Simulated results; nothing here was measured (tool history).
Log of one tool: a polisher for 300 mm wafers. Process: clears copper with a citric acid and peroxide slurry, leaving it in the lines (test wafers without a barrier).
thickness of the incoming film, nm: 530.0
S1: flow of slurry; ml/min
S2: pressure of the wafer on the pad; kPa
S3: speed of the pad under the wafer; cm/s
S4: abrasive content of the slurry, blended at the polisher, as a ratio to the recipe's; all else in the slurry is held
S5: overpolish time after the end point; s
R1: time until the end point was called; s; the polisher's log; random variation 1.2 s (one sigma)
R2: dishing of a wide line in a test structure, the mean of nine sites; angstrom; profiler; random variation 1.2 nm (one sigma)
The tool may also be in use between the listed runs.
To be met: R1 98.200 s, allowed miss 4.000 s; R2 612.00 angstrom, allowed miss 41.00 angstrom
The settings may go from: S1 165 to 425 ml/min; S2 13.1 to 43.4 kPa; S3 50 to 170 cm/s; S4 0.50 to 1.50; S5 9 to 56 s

run  hour   S1    S2   S3    S4  S5       R1      R2
  1   0.0  275  28.3  110  1.00  29  167.180  647.67
  2   1.1  275  31.0  110  1.00  25  152.240  610.33
  3   5.0  275  33.8  110  1.00  23  142.060  626.24
  4   8.9  275  33.8  110  0.90  23  147.470  592.70
  5  10.0  275  33.8   86  0.90  23  183.790  475.22
  6  10.8  275  35.9   94  0.90  21  159.950  514.21
  7  18.3  275  37.2  100  0.90  19  142.250  518.85
  8  25.3  275  38.6  104  0.90  18  134.710  520.26
  9  32.1  275  40.0  108  0.90  17  128.490  508.85
 10  36.1  275  40.7  112  0.90  17  120.400  566.70
 11  40.8  275  41.4  116  0.90  16  110.320  535.77
 12  42.4  275  42.1  118  0.90  16  112.790  567.69
 13  48.6  275  42.1  120  0.90  16  110.550  544.90
 14  50.5  275  42.1  122  0.90  16  105.050  585.69
 15  56.6  275  42.7  124  0.90  16  102.860  594.05

5 next moves are on the table. One of them brings every result within its allowed miss. Which?
  A  62.7  305  43.4  130  1.20  17   ?   ?
  B  62.7  240  37.2  138  1.00  14   ?   ?
  C  62.7  280  43.4  134  1.00  18   ?   ?
  D  62.7  285  40.0  138  0.90  19   ?   ?
  E  62.7  175  43.4  134  0.95  16   ?   ?

move       R1      R2
   A   88.912  709.83
   B  103.930  521.98
   C   90.667  732.43
   D   97.723  716.80
   E   96.301  630.15
A: takes the result that was furthest off past its target
B: further off than the last run
C: takes the result that was furthest off past its target
D: brings the result that was furthest off to its target, and leaves another outside
E: meets every target
Move E is the one to make.
